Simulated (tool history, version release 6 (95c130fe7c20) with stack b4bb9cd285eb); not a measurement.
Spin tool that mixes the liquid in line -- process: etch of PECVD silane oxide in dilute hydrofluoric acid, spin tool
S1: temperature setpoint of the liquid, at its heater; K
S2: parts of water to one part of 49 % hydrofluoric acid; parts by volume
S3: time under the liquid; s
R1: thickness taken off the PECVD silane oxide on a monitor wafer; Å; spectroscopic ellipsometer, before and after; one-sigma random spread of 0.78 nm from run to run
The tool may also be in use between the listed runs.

| run | hour | S1 | S2 | S3 | R1 |
|---|---|---|---|---|---|
| 1 | 0 | 294.15 | 230 | 305 | 209.85 |
| 2 | 7.8 | 295.65 | 230 | 305 | 220.97 |
| 3 | 11 | 295.65 | 230 | 305 | 220.14 |
| 4 | 14.4 | 297.15 | 185 | 310 | 304.92 |
| 5 | 16.3 | 297.15 | 185 | 325 | 324.85 |
| 6 | 19.9 | 298.15 | 150 | 325 | 423.87 |

The next listed run, before its measurement:
| 7 | 28.2 | 299.15 | 130 | 325 | ? |

Run 7 measured R1 532.95 Å.
